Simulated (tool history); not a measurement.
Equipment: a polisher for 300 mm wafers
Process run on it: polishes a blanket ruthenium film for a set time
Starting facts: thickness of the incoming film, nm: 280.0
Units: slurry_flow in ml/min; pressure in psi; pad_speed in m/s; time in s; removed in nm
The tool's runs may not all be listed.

run	hour	slurry_flow	pressure	pad_speed	time	removed
1	0	180	2.2	0.86	48	58.545
2	3	180	2.1	0.82	48	53.463
3	6.6	180	2	0.78	48	48.048
4	12.6	180	2	0.9	48	55.184
5	14.7	155	2	0.9	48	53.509
6	20	150	1.9	0.86	48	48.544
7	23.3	150	1.8	0.82	48	44.361
8	30.2	150	1.7	0.78	48	40.269

Expected results for the next run?
9	37.2	140	1.1	0.54	47	?

Run 9 yielded removed 17.927 nm.
